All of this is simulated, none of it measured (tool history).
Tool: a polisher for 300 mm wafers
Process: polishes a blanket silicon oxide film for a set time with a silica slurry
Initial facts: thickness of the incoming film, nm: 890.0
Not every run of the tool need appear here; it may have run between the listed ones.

run,hour,flow of slurry (ml/min),pressure of the wafer on the pad (psi),speed of the pad under the wafer (m/s),abrasive content of the slurry,polishing time (s),film removed (nm)
1,0,265,4.3,1.48,1,102,493.45
2,2.8,265,3.9,1.48,1,102,448.04
3,10.2,265,3.9,1.84,1,102,536.87
4,13.9,265,3.9,1.84,0.85,102,495.59
5,18.4,295,3.9,1.84,0.85,102,508.36
6,24.8,335,3.9,1.84,0.85,102,498.51
7,26.6,335,3.5,1.84,0.85,102,462.15

What will run 8 give?
8,29.4,335,3.1,1.84,0.85,102,?

film removed (nm): 410.82
